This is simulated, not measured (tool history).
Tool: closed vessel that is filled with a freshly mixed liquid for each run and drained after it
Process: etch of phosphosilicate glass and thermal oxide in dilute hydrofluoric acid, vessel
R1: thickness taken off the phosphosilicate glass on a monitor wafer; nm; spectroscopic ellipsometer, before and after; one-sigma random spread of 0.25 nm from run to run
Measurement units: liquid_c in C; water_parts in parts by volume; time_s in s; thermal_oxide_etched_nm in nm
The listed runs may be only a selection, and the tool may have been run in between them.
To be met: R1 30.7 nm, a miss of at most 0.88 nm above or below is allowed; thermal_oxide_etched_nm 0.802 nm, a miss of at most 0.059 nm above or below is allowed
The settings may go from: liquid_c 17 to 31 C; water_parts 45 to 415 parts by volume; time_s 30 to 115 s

Run 1, day 0: liquid_c 23 C, water_parts 230 parts by volume, time_s 60 s. Result: R1 37.704 nm, thermal_oxide_etched_nm 1.0231 nm.
Run 2, day 0.162: liquid_c 21.5 C, water_parts 230 parts by volume, time_s 60 s. Result: R1 36.227 nm, thermal_oxide_etched_nm 0.94722 nm.
Run 3, day 0.304: liquid_c 21 C, water_parts 235 parts by volume, time_s 60 s. Result: R1 34.403 nm, thermal_oxide_etched_nm 0.92487 nm.
Run 4, day 0.571: liquid_c 21 C, water_parts 235 parts by volume, time_s 45 s. Result: R1 25.817 nm, thermal_oxide_etched_nm 0.68898 nm.
Run 5, day 0.596: liquid_c 21 C, water_parts 235 parts by volume, time_s 30 s. Result: R1 17.239 nm, thermal_oxide_etched_nm 0.44034 nm.
Run 6, day 0.85: liquid_c 21 C, water_parts 235 parts by volume, time_s 30 s. Result: R1 17.106 nm, thermal_oxide_etched_nm 0.44292 nm.
Run 7, day 1.046: liquid_c 24 C, water_parts 215 parts by volume, time_s 30 s. Result: R1 21.642 nm, thermal_oxide_etched_nm 0.55979 nm.
Run 8, day 1.162: liquid_c 28 C, water_parts 195 parts by volume, time_s 30 s. Result: R1 28.459 nm, thermal_oxide_etched_nm 0.73502 nm.
Run 9, day 1.425: liquid_c 28.5 C, water_parts 195 parts by volume, time_s 30 s. Result: R1 28.55 nm, thermal_oxide_etched_nm 0.71807 nm.

4 next moves are on the table. One of them brings every result within its allowed miss. Which?
Run A, day 1.688: liquid_c 29 C, water_parts 235 parts by volume, time_s 40 s. Result: R1 ?, thermal_oxide_etched_nm ?.
Run B, day 1.688: liquid_c 25.5 C, water_parts 185 parts by volume, time_s 30 s. Result: R1 ?, thermal_oxide_etched_nm ?.
Run C, day 1.688: liquid_c 31 C, water_parts 215 parts by volume, time_s 30 s. Result: R1 ?, thermal_oxide_etched_nm ?.
Run D, day 1.688: liquid_c 22 C, water_parts 250 parts by volume, time_s 45 s. Result: R1 ?, thermal_oxide_etched_nm ?.

move      R1  thermal_oxide_etched_nm
   A  30.177                    0.839
   B  26.893                   0.7477
   C  27.113                  0.75382
   D  24.523                   0.6818
A: each result inside its tolerance
B: moves away from the targets compared with the last run
C: moves away from the targets compared with the last run
D: moves away from the targets compared with the last run
The right move is A.

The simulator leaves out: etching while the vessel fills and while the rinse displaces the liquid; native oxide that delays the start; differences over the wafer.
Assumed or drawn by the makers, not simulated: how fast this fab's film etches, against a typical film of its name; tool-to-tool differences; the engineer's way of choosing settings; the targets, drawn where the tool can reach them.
